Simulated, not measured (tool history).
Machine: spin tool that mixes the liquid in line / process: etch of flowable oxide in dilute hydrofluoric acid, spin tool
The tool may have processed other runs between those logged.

run	day	temperature setpoint of the liquid (K)	parts of water to one part of 49 % hydrofluoric acid (parts by volume)	time under the liquid (s)	thickness taken off the flowable oxide on a monitor wafer (angstrom)
1	0	297.15	85	85	515.49
2	0.133	296.65	85	85	508.54
3	0.217	296.65	55	85	813.28
4	0.312	296.65	55	90	860.03
5	0.521	298.15	55	90	908.63
6	0.804	298.15	70	90	703.31
7	1.008	297.15	75	90	623.08
8	1.179	296.15	75	90	600.39

Predict the results of run 9:
9	1.542	292.15	80	90	?

thickness taken off the flowable oxide on a monitor wafer (angstrom): 475.75
